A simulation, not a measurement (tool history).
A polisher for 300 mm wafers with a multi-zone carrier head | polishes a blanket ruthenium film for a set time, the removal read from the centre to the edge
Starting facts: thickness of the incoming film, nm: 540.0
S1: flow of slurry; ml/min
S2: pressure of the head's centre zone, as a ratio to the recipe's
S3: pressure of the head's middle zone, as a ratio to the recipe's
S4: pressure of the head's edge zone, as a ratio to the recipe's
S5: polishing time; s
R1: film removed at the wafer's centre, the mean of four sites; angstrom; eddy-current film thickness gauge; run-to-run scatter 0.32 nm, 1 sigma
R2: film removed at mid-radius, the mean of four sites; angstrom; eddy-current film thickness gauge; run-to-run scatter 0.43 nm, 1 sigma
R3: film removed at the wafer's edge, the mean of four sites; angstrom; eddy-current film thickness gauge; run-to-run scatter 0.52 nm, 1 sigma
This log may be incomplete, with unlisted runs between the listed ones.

run,day,S1,S2,S3,S4,S5,R1,R2,R3
1,0.000,230,1.00,1.00,1.00,46,674.86,661.94,641.76
2,0.358,225,0.98,1.00,0.98,42,600.51,617.02,592.62
3,0.708,205,0.98,1.00,0.98,42,596.24,602.22,591.55
4,1.062,200,0.97,1.00,0.95,39,532.55,562.74,545.35
5,1.275,200,0.97,1.07,0.95,39,531.92,593.54,530.58
6,1.325,200,0.97,1.07,0.94,36,494.21,541.64,492.76
7,1.575,200,0.96,1.07,0.94,34,455.59,511.63,465.80
8,1.871,205,0.88,1.01,0.84,23,289.15,335.89,293.94

Run 9 is up next; what results do you expect?
9,2.071,225,0.94,1.11,0.94,22,?,?,?

R1: 301.35 angstrom
R2: 359.23 angstrom
R3: 307.15 angstrom
